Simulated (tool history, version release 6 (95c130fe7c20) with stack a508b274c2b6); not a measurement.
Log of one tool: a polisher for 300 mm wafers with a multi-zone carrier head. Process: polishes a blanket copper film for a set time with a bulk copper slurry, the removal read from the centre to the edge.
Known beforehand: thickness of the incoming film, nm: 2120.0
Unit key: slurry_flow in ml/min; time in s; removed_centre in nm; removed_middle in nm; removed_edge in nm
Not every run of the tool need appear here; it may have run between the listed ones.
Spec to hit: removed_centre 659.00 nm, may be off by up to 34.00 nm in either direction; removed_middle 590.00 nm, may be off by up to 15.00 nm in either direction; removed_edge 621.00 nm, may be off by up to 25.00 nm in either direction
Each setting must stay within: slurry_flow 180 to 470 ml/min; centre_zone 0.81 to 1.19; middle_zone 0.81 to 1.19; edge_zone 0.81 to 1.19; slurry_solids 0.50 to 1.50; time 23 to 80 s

Run 1, hour 0.0: slurry_flow 300 ml/min, centre_zone 1.00, middle_zone 1.00, edge_zone 1.00, slurry_solids 1.00, time 51 s. Result: removed_centre 514.78 nm, removed_middle 477.24 nm, removed_edge 455.75 nm.
Run 2, hour 5.5: slurry_flow 365 ml/min, centre_zone 1.00, middle_zone 1.00, edge_zone 1.00, slurry_solids 1.00, time 51 s. Result: removed_centre 534.90 nm, removed_middle 486.56 nm, removed_edge 458.70 nm.
Run 3, hour 12.6: slurry_flow 365 ml/min, centre_zone 1.00, middle_zone 1.00, edge_zone 0.96, slurry_solids 1.00, time 51 s. Result: removed_centre 531.99 nm, removed_middle 487.69 nm, removed_edge 458.64 nm.
Run 4, hour 18.1: slurry_flow 355 ml/min, centre_zone 0.99, middle_zone 0.98, edge_zone 0.97, slurry_solids 1.10, time 53 s. Result: removed_centre 543.21 nm, removed_middle 507.75 nm, removed_edge 479.30 nm.
Run 5, hour 22.1: slurry_flow 345 ml/min, centre_zone 0.99, middle_zone 0.96, edge_zone 0.99, slurry_solids 1.15, time 55 s. Result: removed_centre 582.07 nm, removed_middle 517.86 nm, removed_edge 497.54 nm.
At hour 28.7: centre zone pressure recalibrated.
Run 6, hour 28.7: slurry_flow 330 ml/min, centre_zone 0.97, middle_zone 0.95, edge_zone 1.02, slurry_solids 1.20, time 57 s. Result: removed_centre 533.21 nm, removed_middle 533.55 nm, removed_edge 532.32 nm.
Run 7, hour 29.5: slurry_flow 335 ml/min, centre_zone 0.99, middle_zone 0.95, edge_zone 1.04, slurry_solids 1.25, time 58 s. Result: removed_centre 553.79 nm, removed_middle 543.38 nm, removed_edge 555.13 nm.
Run 8, hour 31.4: slurry_flow 340 ml/min, centre_zone 1.01, middle_zone 0.96, edge_zone 1.05, slurry_solids 1.30, time 58 s. Result: removed_centre 557.88 nm, removed_middle 556.22 nm, removed_edge 552.40 nm.
Run 9, hour 36.0: slurry_flow 345 ml/min, centre_zone 1.03, middle_zone 0.95, edge_zone 1.06, slurry_solids 1.30, time 59 s. Result: removed_centre 586.37 nm, removed_middle 556.99 nm, removed_edge 570.57 nm.

Which of these 4 next moves meets every target?
Run A, hour 40.6: slurry_flow 350 ml/min, centre_zone 1.02, middle_zone 0.99, edge_zone 1.17, slurry_solids 1.40, time 53 s. Result: removed_centre ?, removed_middle ?, removed_edge ?.
Run B, hour 40.6: slurry_flow 390 ml/min, centre_zone 0.96, middle_zone 1.12, edge_zone 0.96, slurry_solids 1.30, time 55 s. Result: removed_centre ?, removed_middle ?, removed_edge ?.
Run C, hour 40.6: slurry_flow 290 ml/min, centre_zone 1.09, middle_zone 0.91, edge_zone 1.06, slurry_solids 1.35, time 64 s. Result: removed_centre ?, removed_middle ?, removed_edge ?.
Run D, hour 40.6: slurry_flow 360 ml/min, centre_zone 0.98, middle_zone 0.85, edge_zone 1.17, slurry_solids 1.25, time 59 s. Result: removed_centre ?, removed_middle ?, removed_edge ?.

move  removed_centre  removed_middle  removed_edge
   A          531.73          521.72        542.38
   B          518.52          588.29        513.36
   C          668.06          580.81        614.62
   D          559.43          517.08        594.98
A: misses by more than the last run did
B: corrects the largest miss of the last run, while another result sits out of spec
C: each result inside its tolerance
D: misses by more than the last run did
The move that meets every target is C.
